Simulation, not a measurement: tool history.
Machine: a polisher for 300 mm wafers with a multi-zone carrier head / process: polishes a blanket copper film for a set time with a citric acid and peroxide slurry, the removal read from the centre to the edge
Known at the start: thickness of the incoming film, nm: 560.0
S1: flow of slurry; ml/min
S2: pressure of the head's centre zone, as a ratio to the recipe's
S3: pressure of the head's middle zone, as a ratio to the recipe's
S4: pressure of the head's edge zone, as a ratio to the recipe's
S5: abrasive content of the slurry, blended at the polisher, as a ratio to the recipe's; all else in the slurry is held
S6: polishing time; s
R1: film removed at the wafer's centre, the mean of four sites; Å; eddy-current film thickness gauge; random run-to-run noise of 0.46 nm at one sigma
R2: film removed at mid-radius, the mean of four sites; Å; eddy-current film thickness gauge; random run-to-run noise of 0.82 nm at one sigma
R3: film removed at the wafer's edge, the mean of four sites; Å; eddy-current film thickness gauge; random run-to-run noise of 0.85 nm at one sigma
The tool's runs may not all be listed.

run	hour	S1	S2	S3	S4	S5	S6	R1	R2	R3
1	0	185	1	1	1	1	55	797.01	864.1	860.23
2	6.2	180	0.98	0.97	1	0.9	54	734.76	798.97	827.92
3	6.9	175	0.97	0.95	0.99	0.85	53	697.69	759.09	788.99
4	8.3	170	0.96	0.93	0.99	0.8	52	676.19	716.52	756.94
# hour 11.5: centre zone pressure recalibrated
5	11.5	170	0.96	0.86	0.99	0.8	52	735.85	671.67	754.14
6	18.7	170	0.96	0.86	0.99	0.7	52	712.5	652.47	730.89
7	22.2	165	0.93	0.86	1	0.65	52	678.6	627.14	733.31
8	25.3	165	0.93	0.86	1	0.65	52	667.67	659.25	732.1
9	30.4	160	0.91	0.85	1.01	0.65	51	648.78	621.13	723.81
10	33.8	155	0.89	0.85	1.01	0.6	51	607.22	607.83	695.44
11	41.8	150	0.88	0.85	1.02	0.6	51	606.07	605.56	688.74
12	49.2	150	0.88	0.85	1.02	0.6	51	607.9	586.75	690.36
13	50.8	145	0.87	0.86	1.03	0.6	51	584.04	586.9	674.05

Estimate the outcome of run 14 from the log above:
14	53.7	140	0.86	0.87	1.05	0.6	51	?	?	?

R1: 582.17 Å
R2: 605.12 Å
R3: 692.51 Å

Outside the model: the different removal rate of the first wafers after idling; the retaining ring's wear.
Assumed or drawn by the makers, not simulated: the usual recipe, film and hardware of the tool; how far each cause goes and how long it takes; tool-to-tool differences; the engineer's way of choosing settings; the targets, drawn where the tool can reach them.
